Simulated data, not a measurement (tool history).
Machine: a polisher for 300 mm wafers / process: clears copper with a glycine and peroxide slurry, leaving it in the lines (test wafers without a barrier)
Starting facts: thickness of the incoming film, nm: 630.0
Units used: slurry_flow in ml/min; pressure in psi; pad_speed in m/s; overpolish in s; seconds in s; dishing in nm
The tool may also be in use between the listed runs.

run,hour,slurry_flow,pressure,pad_speed,overpolish,seconds,dishing
1,0.0,140,2.5,1.20,10,125.87,36.547
2,5.3,140,2.5,1.40,10,108.46,40.866
3,11.3,140,2.5,1.64,10,93.82,45.862
4,19.1,135,2.3,1.56,10,106.32,42.130
5,27.6,130,2.2,1.48,10,117.48,38.653
6,34.9,130,1.6,1.48,10,150.78,30.405
7,40.9,130,1.5,1.44,10,164.24,28.150
8,48.4,130,1.5,1.40,10,168.17,28.388
9,56.9,130,1.5,1.36,10,168.65,28.412
10,64.3,130,1.5,1.32,10,173.34,27.372
11,70.6,130,1.5,1.28,10,180.31,26.835
12,78.2,130,1.5,1.26,10,176.19,26.063

Run 13 has not been measured yet. What should we expect?
13,81.0,130,1.5,1.22,10,?,?

{"run 13": {"seconds": 186.38, "dishing": 26.926}}
